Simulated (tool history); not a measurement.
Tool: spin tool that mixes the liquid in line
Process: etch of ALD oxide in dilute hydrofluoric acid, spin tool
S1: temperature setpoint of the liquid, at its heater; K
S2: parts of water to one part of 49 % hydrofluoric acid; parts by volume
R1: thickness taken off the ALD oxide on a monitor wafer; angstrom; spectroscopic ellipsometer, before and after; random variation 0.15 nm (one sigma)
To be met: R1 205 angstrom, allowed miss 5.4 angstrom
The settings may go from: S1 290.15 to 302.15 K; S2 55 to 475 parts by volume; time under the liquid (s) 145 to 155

run 1 day=0 | S1=294.15 S2=265 time_under_the_liquid_(s)=145 | R1=126.05
run 2 day=0.233 | S1=297.65 S2=265 time_under_the_liquid_(s)=145 | R1=142.52
run 3 day=0.338 | S1=298.65 S2=250 time_under_the_liquid_(s)=145 | R1=158.16
run 4 day=0.621 | S1=298.65 S2=250 time_under_the_liquid_(s)=145 | R1=159.85
run 5 day=0.904 | S1=299.65 S2=240 time_under_the_liquid_(s)=145 | R1=173.6
run 6 day=1.054 | S1=299.65 S2=240 time_under_the_liquid_(s)=145 | R1=172.17
run 7 day=1.254 | S1=302.15 S2=215 time_under_the_liquid_(s)=145 | R1=218.71
run 8 day=1.467 | S1=301.65 S2=215 time_under_the_liquid_(s)=145 | R1=216.41

5 next moves are on the table. One of them brings every result within its allowed miss. Which?
run A day=1.679 | S1=298.65 S2=200 time_under_the_liquid_(s)=150 | R1=?
run B day=1.679 | S1=301.65 S2=215 time_under_the_liquid_(s)=150 | R1=?
run C day=1.679 | S1=298.15 S2=215 time_under_the_liquid_(s)=150 | R1=?
run D day=1.679 | S1=301.15 S2=225 time_under_the_liquid_(s)=150 | R1=?
run E day=1.679 | S1=301.65 S2=200 time_under_the_liquid_(s)=145 | R1=?

move=A R1=215.11
move=B R1=218.86
move=C R1=193.3
move=D R1=203.17
move=E R1=231.48
A: nearer than the last run, and not there yet
B: further off than the last run
C: takes the result that was furthest off past its target
D: meets every target
E: further off than the last run
Move D is the one to make.
